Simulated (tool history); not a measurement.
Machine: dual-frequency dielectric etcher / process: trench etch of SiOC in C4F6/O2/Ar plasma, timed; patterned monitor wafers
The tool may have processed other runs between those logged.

run,hour,source power (W),bias power (W),etch time (s),mean etch depth across the wafer (Å)
1,0.0,390,173,10,193.02
2,3.2,400,174,10,194.42
3,8.1,400,174,9,174.46
4,13.5,400,174,10,195.58
5,19.6,400,174,10,193.91
6,20.8,410,175,10,195.80

What does the tool deliver on the next run?
7,22.5,490,184,10,?

Run 7 measured mean etch depth across the wafer (Å) 211.44.
